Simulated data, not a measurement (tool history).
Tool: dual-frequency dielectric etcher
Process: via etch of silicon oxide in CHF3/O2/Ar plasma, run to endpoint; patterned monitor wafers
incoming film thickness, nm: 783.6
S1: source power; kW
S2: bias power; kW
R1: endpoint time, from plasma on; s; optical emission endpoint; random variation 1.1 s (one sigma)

run,hour,S1,S2,R1
1,0.0,0.780,0.138,354.34
2,5.4,0.790,0.138,353.10
3,8.6,0.920,0.138,339.32
4,12.2,0.850,0.138,344.72
5,19.5,0.750,0.138,358.52
6,24.5,0.750,0.117,377.54
7,28.9,0.790,0.118,369.51
8,34.4,0.820,0.119,364.31
9,35.5,0.850,0.120,360.45

Run 10 comes next. What will it give?
10,41.5,0.870,0.121,?

{"run 10": {"R1": 356.87}}

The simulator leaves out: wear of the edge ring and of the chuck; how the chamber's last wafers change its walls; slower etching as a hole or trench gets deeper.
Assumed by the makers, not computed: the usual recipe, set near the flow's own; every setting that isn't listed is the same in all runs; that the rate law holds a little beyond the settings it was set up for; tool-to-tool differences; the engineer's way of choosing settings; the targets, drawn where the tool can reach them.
